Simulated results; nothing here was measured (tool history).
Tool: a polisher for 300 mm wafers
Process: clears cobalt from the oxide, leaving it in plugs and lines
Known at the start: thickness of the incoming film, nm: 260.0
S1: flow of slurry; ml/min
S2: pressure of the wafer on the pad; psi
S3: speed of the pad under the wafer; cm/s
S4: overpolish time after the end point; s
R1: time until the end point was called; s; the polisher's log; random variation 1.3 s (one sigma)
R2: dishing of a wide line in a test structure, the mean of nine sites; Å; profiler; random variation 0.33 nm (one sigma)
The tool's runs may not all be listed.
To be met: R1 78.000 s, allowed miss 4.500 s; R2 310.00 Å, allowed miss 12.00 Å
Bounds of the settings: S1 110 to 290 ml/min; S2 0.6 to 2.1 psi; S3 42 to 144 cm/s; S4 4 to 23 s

run    day   S1   S2  S3  S4      R1      R2
  1  0.000  185  1.3  92  12  92.577  264.99
  2  0.333  185  1.3  92  16  94.045  328.86
  3  0.483  190  1.3  92  15  93.282  320.68
  4  0.571  190  1.5  92  15  79.838  347.32
  5  0.704  190  1.5  90  14  81.777  329.32
  6  0.979  190  1.5  90  10  83.279  256.08
  7  1.338  190  1.5  90  11  81.621  276.97
  8  1.383  195  1.5  90  12  83.946  297.35

Which of these 5 next moves meets every target?
  A  1.429  190  1.3  98  14   ?   ?
  B  1.429  205  1.5  84  16   ?   ?
  C  1.429  200  2.0  72  12   ?   ?
  D  1.429  200  1.6  76  14   ?   ?
  E  1.429  235  1.3  92  14   ?   ?

move      R1      R2
   A  87.987  318.00
   B  88.124  349.37
   C  77.411  311.76
   D  91.404  309.32
   E  91.376  309.42
A: further off than the last run
B: further off than the last run
C: meets every target
D: further off than the last run
E: further off than the last run
Move C is the one to make.

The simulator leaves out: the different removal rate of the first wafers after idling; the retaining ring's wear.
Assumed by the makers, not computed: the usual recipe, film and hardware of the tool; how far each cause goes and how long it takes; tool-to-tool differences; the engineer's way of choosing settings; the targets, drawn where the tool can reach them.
